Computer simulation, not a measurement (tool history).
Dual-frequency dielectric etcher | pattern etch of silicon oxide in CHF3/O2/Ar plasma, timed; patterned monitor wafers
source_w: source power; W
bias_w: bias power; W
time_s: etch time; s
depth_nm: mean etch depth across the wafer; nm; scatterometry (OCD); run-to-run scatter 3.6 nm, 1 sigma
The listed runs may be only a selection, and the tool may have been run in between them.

run 1 hour=0.0 | source_w=910 bias_w=207 time_s=298.5 | depth_nm=766.89
run 2 hour=5.5 | source_w=910 bias_w=207 time_s=275.5 | depth_nm=709.71
run 3 hour=12.7 | source_w=910 bias_w=207 time_s=298.5 | depth_nm=769.30
run 4 hour=17.7 | source_w=840 bias_w=207 time_s=298.5 | depth_nm=756.99
run 5 hour=26.3 | source_w=840 bias_w=207 time_s=275.5 | depth_nm=703.72
run 6 hour=31.2 | source_w=840 bias_w=207 time_s=275.5 | depth_nm=690.40
run 7 hour=40.0 | source_w=840 bias_w=207 time_s=275.5 | depth_nm=698.64

What does the tool deliver on the next run?
run 8 hour=40.5 | source_w=810 bias_w=205 time_s=275.5 | depth_nm=?

Run 8 produced depth_nm 680.71 nm.
